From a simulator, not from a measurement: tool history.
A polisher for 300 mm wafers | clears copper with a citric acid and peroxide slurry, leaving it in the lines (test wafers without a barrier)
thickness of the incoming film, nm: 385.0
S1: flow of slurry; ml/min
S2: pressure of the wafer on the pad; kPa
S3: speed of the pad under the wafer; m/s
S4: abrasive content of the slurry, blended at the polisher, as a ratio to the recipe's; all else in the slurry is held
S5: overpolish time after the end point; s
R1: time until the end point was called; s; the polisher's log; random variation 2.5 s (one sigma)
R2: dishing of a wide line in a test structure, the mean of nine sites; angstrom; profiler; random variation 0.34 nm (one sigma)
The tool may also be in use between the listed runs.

Run 1, hour 0: S1 210 ml/min, S2 20.7 kPa, S3 1.16 m/s, S4 1, S5 11 s. Result: R1 129.65 s, R2 266.05 angstrom.
Run 2, hour 0.9: S1 210 ml/min, S2 20.7 kPa, S3 1.16 m/s, S4 0.85, S5 11 s. Result: R1 134.88 s, R2 250.11 angstrom.
Run 3, hour 2.3: S1 210 ml/min, S2 17.9 kPa, S3 1.16 m/s, S4 0.85, S5 11 s. Result: R1 155.77 s, R2 216.1 angstrom.
Run 4, hour 11.1: S1 170 ml/min, S2 17.9 kPa, S3 1.16 m/s, S4 0.85, S5 11 s. Result: R1 163.99 s, R2 218.11 angstrom.
Run 5, hour 15: S1 170 ml/min, S2 17.9 kPa, S3 1.16 m/s, S4 0.85, S5 15 s. Result: R1 158.16 s, R2 286.77 angstrom.
Run 6, hour 18.8: S1 170 ml/min, S2 17.9 kPa, S3 1.16 m/s, S4 0.75, S5 15 s. Result: R1 166.51 s, R2 271.58 angstrom.
Run 7, hour 27.2: S1 175 ml/min, S2 16.5 kPa, S3 1.16 m/s, S4 0.75, S5 14 s. Result: R1 178.62 s, R2 230.88 angstrom.
Run 8, hour 29.2: S1 175 ml/min, S2 11.7 kPa, S3 1.16 m/s, S4 0.75, S5 12 s. Result: R1 246.24 s, R2 156.56 angstrom.

Forecast run 9:
Run 9, hour 34: S1 185 ml/min, S2 12.4 kPa, S3 1.16 m/s, S4 0.75, S5 12 s. Result: R1 ?, R2 ?.

R1: 234.46 s
R2: 161.68 angstrom
